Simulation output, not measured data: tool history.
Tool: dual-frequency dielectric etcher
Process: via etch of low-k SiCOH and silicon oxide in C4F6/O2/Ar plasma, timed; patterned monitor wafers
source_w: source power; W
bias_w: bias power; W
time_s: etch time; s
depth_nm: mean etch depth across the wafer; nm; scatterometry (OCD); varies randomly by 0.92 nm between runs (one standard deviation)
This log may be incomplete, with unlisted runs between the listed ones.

run 1 day=0 | source_w=280 bias_w=148 time_s=80.5 | depth_nm=183.01
run 2 day=0.1 | source_w=300 bias_w=148 time_s=80.5 | depth_nm=188.6
run 3 day=0.217 | source_w=280 bias_w=146 time_s=80.5 | depth_nm=180.7
run 4 day=0.371 | source_w=310 bias_w=146 time_s=80.5 | depth_nm=190.25
run 5 day=0.467 | source_w=310 bias_w=156 time_s=80.5 | depth_nm=197.56
-- day=0.771 source power generator calibrated
run 6 day=0.771 | source_w=310 bias_w=156 time_s=80.5 | depth_nm=191.63
run 7 day=0.908 | source_w=280 bias_w=152 time_s=80.5 | depth_nm=181.8
run 8 day=1.254 | source_w=270 bias_w=151 time_s=80.5 | depth_nm=177.94

Expected results for the next run?
run 9 day=1.35 | source_w=260 bias_w=150 time_s=80.5 | depth_nm=?

{"run 9": {"depth_nm": 173.44}}
